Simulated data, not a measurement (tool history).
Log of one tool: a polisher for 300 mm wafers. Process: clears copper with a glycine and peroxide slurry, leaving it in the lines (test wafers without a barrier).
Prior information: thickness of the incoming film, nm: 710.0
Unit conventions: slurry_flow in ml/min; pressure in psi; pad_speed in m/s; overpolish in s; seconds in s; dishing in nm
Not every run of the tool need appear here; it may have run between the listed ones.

run  hour  slurry_flow  pressure  pad_speed  overpolish  seconds  dishing
  1   0.0          145       2.9       0.94          20   158.41   46.713
  2   1.3          145       2.9       0.94          12   160.36   33.500
  3   9.5          145       2.9       0.94           8   158.87   23.454
  4  18.1          145       2.4       0.94           8   179.72   20.940
  5  24.5          145       1.9       0.94           8   214.85   17.361
  6  25.5          145       1.9       1.10           8   191.22   19.994
  7  27.3          140       1.9       1.10          12   188.89   28.602
  8  34.7          130       1.9       1.12          13   188.66   30.587
  9  35.6          120       1.9       1.12          14   194.27   31.247

Run 10 comes next. What will it give?
 10  41.7          120       1.9       1.12          14        ?        ?

Run 10 gave seconds 192.03 s, dishing 32.519 nm.

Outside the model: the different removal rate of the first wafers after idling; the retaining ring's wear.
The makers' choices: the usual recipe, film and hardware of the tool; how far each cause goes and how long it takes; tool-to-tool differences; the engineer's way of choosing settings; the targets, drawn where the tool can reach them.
